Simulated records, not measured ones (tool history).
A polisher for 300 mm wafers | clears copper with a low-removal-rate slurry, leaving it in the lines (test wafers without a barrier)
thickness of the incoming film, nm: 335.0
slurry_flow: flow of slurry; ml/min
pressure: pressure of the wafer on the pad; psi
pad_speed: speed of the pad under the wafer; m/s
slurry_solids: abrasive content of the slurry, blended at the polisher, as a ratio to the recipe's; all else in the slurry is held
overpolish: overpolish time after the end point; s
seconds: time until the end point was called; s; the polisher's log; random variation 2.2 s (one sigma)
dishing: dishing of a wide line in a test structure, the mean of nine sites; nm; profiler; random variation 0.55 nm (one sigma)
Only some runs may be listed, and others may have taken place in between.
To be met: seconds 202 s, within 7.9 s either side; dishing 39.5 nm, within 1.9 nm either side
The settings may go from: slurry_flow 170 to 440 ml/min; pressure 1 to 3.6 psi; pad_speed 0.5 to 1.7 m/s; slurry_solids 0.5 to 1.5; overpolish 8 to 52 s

run 1 hour=0 | slurry_flow=280 pressure=2.3 pad_speed=1.1 slurry_solids=1 overpolish=26 | seconds=134.26 dishing=45.184
run 2 hour=9 | slurry_flow=280 pressure=2.1 pad_speed=1.1 slurry_solids=1 overpolish=26 | seconds=145.86 dishing=42.759
run 3 hour=17.5 | slurry_flow=215 pressure=2.1 pad_speed=1.1 slurry_solids=1 overpolish=26 | seconds=147.27 dishing=40.57
run 4 hour=20.2 | slurry_flow=215 pressure=1.9 pad_speed=1.1 slurry_solids=1 overpolish=28 | seconds=164.16 dishing=40.853
run 5 hour=26.9 | slurry_flow=215 pressure=1.9 pad_speed=1 slurry_solids=1 overpolish=28 | seconds=173.98 dishing=37.561
run 6 hour=34.8 | slurry_flow=170 pressure=1.9 pad_speed=1 slurry_solids=1 overpolish=28 | seconds=181.12 dishing=37.874
run 7 hour=41.6 | slurry_flow=170 pressure=1.8 pad_speed=1 slurry_solids=1 overpolish=29 | seconds=190.05 dishing=36.43
run 8 hour=47.2 | slurry_flow=170 pressure=1.8 pad_speed=1 slurry_solids=1 overpolish=30 | seconds=187.87 dishing=38.377
run 9 hour=54.2 | slurry_flow=170 pressure=1.6 pad_speed=1 slurry_solids=1 overpolish=33 | seconds=207.49 dishing=37.637

4 next moves are on the table. One of them brings every result within its allowed miss. Which?
run A hour=61.2 | slurry_flow=170 pressure=1.4 pad_speed=1.14 slurry_solids=0.95 overpolish=35 | seconds=? dishing=?
run B hour=61.2 | slurry_flow=185 pressure=1.8 pad_speed=0.98 slurry_solids=0.95 overpolish=28 | seconds=? dishing=?
run C hour=61.2 | slurry_flow=230 pressure=1.8 pad_speed=0.9 slurry_solids=1 overpolish=28 | seconds=? dishing=?
run D hour=61.2 | slurry_flow=170 pressure=1.7 pad_speed=0.9 slurry_solids=1.05 overpolish=36 | seconds=? dishing=?

move=A seconds=204.95 dishing=38.898
move=B seconds=195.07 dishing=34.244
move=C seconds=202.49 dishing=33.178
move=D seconds=217.75 dishing=38.381
A: meets every target
B: its largest miss is bigger than the last run's
C: its largest miss is bigger than the last run's
D: brings the result that was furthest off to its target, and leaves another outside
The right move is A.
